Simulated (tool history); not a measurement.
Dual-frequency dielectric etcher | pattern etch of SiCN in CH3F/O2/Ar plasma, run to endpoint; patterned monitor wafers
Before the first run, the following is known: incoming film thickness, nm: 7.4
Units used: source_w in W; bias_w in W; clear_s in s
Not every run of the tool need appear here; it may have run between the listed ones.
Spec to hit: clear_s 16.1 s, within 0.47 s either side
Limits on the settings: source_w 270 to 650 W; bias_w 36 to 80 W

| run | hour | source_w | bias_w | clear_s |
|---|---|---|---|---|
| 1 | 0 | 460 | 58 | 18.196 |
| 2 | 1 | 460 | 50 | 20.149 |
| 3 | 6.6 | 500 | 53 | 18.722 |
| 4 | 12.2 | 530 | 55 | 17.952 |
| 5 | 15.4 | 450 | 55 | 19.486 |
| 6 | 22.4 | 490 | 56 | 18.477 |
| 7 | 25.1 | 490 | 56 | 18.428 |
| 8 | 30.4 | 520 | 57 | 17.816 |
| 9 | 33.5 | 520 | 57 | 17.665 |
| 10 | 40.7 | 540 | 58 | 17.393 |
| 11 | 43.7 | 560 | 59 | 17.067 |
| 12 | 44.8 | 570 | 60 | 16.71 |

Which one of the following 5 next-run settings gets every result inside its allowed miss? There is exactly one.
| A | 45.9 | 600 | 61 | ? |
| B | 45.9 | 650 | 68 | ? |
| C | 45.9 | 480 | 66 | ? |
| D | 45.9 | 550 | 54 | ? |
| E | 45.9 | 650 | 66 | ? |

| move | clear_s |
|---|---|
| A | 15.998 |
| B | 14.713 |
| C | 16.977 |
| D | 17.58 |
| E | 14.915 |
A: hits every target within its allowed miss
B: takes the biggest miss from the last run beyond its target
C: lands further from the targets than the last run did
D: lands further from the targets than the last run did
E: takes the biggest miss from the last run beyond its target
A is the move that brings every result within its allowed miss.
